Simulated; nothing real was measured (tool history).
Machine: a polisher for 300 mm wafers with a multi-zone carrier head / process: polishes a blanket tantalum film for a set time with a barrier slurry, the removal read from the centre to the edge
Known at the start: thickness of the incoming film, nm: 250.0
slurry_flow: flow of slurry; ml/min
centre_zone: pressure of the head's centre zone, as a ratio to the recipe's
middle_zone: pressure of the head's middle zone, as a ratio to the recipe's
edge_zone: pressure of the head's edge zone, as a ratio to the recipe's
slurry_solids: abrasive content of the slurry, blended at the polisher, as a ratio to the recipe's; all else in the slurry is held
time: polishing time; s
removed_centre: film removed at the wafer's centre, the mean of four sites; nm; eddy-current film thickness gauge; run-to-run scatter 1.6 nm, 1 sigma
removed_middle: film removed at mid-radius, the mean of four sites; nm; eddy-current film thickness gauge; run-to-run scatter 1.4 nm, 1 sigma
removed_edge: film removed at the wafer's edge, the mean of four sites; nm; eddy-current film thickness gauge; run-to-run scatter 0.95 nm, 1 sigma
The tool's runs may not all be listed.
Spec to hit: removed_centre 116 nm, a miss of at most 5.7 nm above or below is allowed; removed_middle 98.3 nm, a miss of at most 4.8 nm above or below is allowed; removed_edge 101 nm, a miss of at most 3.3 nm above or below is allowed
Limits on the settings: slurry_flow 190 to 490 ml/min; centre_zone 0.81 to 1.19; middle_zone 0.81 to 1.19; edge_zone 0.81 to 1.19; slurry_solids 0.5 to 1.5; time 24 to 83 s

run  hour  slurry_flow  centre_zone  middle_zone  edge_zone  slurry_solids  time  removed_centre  removed_middle  removed_edge
  1     0          315            1            1          1              1    53          94.564          90.309        91.803
  2   2.9          320         1.03            1       1.01           1.05    53          95.545          93.704        93.571
  3   5.3          320         1.03            1       1.01           1.05    63          112.75          110.68        111.47
  4   9.7          320         1.04         0.98       0.99              1    63          112.24           103.5        108.06
  5  11.2          320         1.04         0.98       0.95              1    63          116.46          106.92         106.6
  6  18.8          320         1.04         0.95       0.95              1    63          115.17          103.37        104.79
  7  25.8          320         1.04         0.94       0.94              1    63          116.33          102.13        105.87
  8    34          320         1.04         0.94       0.93              1    63          115.81          104.86        104.79
  9  38.3          320         1.04         0.93       0.93              1    63          117.41          101.55        104.81
 10  45.3          320         1.04         0.93       0.92              1    63          116.45          99.068        104.76

Which one of the following 5 next-run settings gets every result inside its allowed miss? There is exactly one.
  A  52.3          395         1.01            1       0.88           0.95    67               ?               ?             ?
  B  52.3          310         1.11         1.07       0.81            0.8    66               ?               ?             ?
  C  52.3          395         1.15         0.81       0.85           1.05    65               ?               ?             ?
  D  52.3          275         1.03         0.84       0.81           1.15    63               ?               ?             ?
  E  52.3          355         1.15         0.93       0.89           0.75    66               ?               ?             ?

move  removed_centre  removed_middle  removed_edge
   A          120.58          110.34        108.24
   B          118.63          103.43        93.867
   C          138.14          96.936        107.45
   D          119.07          95.869         102.4
   E          120.55          92.331         95.82
A: its largest miss is bigger than the last run's
B: takes the biggest miss from the last run beyond its target
C: its largest miss is bigger than the last run's
D: every result lands within tolerance
E: takes the biggest miss from the last run beyond its target
Correct choice: D, which meets every target
